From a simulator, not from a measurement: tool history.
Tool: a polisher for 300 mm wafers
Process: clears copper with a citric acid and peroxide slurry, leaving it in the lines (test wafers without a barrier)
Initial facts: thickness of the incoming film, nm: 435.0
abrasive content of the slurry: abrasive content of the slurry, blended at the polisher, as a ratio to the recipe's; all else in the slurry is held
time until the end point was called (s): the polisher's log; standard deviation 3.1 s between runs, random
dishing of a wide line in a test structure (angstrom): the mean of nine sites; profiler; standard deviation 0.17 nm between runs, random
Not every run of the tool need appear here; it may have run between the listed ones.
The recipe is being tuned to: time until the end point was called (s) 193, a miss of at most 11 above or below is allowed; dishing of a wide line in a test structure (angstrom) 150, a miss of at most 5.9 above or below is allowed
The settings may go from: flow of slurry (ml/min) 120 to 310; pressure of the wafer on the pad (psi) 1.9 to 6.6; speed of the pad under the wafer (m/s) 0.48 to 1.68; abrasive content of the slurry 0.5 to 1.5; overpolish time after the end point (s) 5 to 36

run  hour  flow of slurry (ml/min)  pressure of the wafer on the pad (psi)  speed of the pad under the wafer (m/s)  abrasive content of the slurry  overpolish time after the end point (s)  time until the end point was called (s)  dishing of a wide line in a test structure (angstrom)
  1     0                      200                                     4.2                                    1.08                               1                                       18                                   108.15                                                 272.89
  2   6.1                      200                                     3.8                                    1.02                               1                                       15                                   126.96                                                 228.36
  3  15.1                      200                                     3.4                                       1                               1                                       13                                   139.65                                                 196.61
  4  19.7                      200                                     3.4                                       1                             1.2                                       13                                   133.94                                                 196.25
  5  28.2                      200                                       3                                       1                             1.2                                       13                                   150.79                                                 184.41
  6  29.4                      200                                     2.8                                       1                             1.2                                       13                                   160.83                                                 178.29
  7  38.4                      200                                     2.6                                       1                             1.2                                       13                                   171.34                                                 172.45
  8  46.5                      200                                     2.5                                       1                             1.2                                       12                                   177.02                                                 156.36
  9    50                      200                                     2.4                                       1                             1.2                                       12                                   178.27                                                  157.5

Exactly one of the 4 candidate moves below puts every result within its allowed miss. Which one?
  A  53.5                      235                                     2.4                                    0.88                            1.35                                       15                                        ?                                                      ?
  B  53.5                      180                                     2.7                                    0.88                             1.1                                       12                                        ?                                                      ?
  C  53.5                      195                                     2.7                                    0.98                            1.35                                       12                                        ?                                                      ?
  D  53.5                      195                                     2.1                                    1.04                             1.3                                       14                                        ?                                                      ?

move  time until the end point was called (s)  dishing of a wide line in a test structure (angstrom)
   A                                   187.96                                                 171.64
   B                                   185.12                                                 148.72
   C                                   158.45                                                 166.11
   D                                   183.53                                                 165.52
A: brings the result that was furthest off to its target, and leaves another outside
B: every result lands within tolerance
C: moves away from the targets compared with the last run
D: brings the result that was furthest off to its target, and leaves another outside
Move B is the one to make.
